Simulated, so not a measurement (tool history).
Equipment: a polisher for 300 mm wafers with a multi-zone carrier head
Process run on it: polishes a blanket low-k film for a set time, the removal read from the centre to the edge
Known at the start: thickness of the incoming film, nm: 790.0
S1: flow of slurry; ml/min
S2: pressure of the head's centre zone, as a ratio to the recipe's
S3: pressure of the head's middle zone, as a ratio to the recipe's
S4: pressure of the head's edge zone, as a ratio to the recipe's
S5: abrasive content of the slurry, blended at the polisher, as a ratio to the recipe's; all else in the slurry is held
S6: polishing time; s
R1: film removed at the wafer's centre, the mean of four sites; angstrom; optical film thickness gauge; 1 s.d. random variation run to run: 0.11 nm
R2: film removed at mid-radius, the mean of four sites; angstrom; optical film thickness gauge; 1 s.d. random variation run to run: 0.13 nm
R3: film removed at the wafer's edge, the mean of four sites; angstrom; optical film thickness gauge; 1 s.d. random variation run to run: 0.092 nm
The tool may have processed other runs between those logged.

Run 1, day 0: S1 225 ml/min, S2 1, S3 1, S4 1, S5 1, S6 54 s. Result: R1 181.3 angstrom, R2 184.27 angstrom, R3 188.35 angstrom.
Run 2, day 0.112: S1 215 ml/min, S2 0.94, S3 1.03, S4 0.96, S5 0.85, S6 50 s. Result: R1 147.11 angstrom, R2 164.03 angstrom, R3 158.12 angstrom.
Run 3, day 0.458: S1 270 ml/min, S2 0.94, S3 1.03, S4 0.96, S5 0.85, S6 50 s. Result: R1 154 angstrom, R2 168.87 angstrom, R3 160.53 angstrom.
Run 4, day 0.738: S1 270 ml/min, S2 0.94, S3 1.03, S4 1.04, S5 0.85, S6 50 s. Result: R1 150.71 angstrom, R2 169.49 angstrom, R3 168.15 angstrom.
Run 5, day 1.025: S1 250 ml/min, S2 0.9, S3 1.05, S4 1.01, S5 0.75, S6 47 s. Result: R1 127.61 angstrom, R2 151.51 angstrom, R3 144.88 angstrom.
Run 6, day 1.104: S1 230 ml/min, S2 0.87, S3 1.07, S4 0.99, S5 0.65, S6 46 s. Result: R1 114.8 angstrom, R2 139.32 angstrom, R3 131.13 angstrom.
Run 7, day 1.325: S1 185 ml/min, S2 0.81, S3 1.17, S4 1.01, S5 0.5, S6 41 s. Result: R1 78.392 angstrom, R2 113.76 angstrom, R3 99.725 angstrom.
Run 8, day 1.354: S1 215 ml/min, S2 0.82, S3 1.17, S4 1.02, S5 0.5, S6 41 s. Result: R1 81.817 angstrom, R2 116.33 angstrom, R3 103.62 angstrom.
Run 9, day 1.558: S1 235 ml/min, S2 0.83, S3 1.18, S4 1.02, S5 0.5, S6 41 s. Result: R1 82.7 angstrom, R2 118.65 angstrom, R3 102.51 angstrom.
Run 10, day 1.9: S1 235 ml/min, S2 0.83, S3 1.18, S4 1.02, S5 0.5, S6 41 s. Result: R1 83.805 angstrom, R2 117.47 angstrom, R3 103.08 angstrom.
Run 11, day 2.154: S1 250 ml/min, S2 0.84, S3 1.18, S4 1.03, S5 0.5, S6 41 s. Result: R1 83.529 angstrom, R2 119.03 angstrom, R3 104.63 angstrom.
Run 12, day 2.229: S1 265 ml/min, S2 0.85, S3 1.18, S4 1.03, S5 0.5, S6 41 s. Result: R1 87.713 angstrom, R2 121.22 angstrom, R3 105.39 angstrom.

For run 13, what comes out?
Run 13, day 2.512: S1 275 ml/min, S2 0.85, S3 1.18, S4 1.04, S5 0.5, S6 41 s. Result: R1 ?, R2 ?, R3 ?.

R1: 86.49 angstrom
R2: 120.84 angstrom
R3: 105.42 angstrom
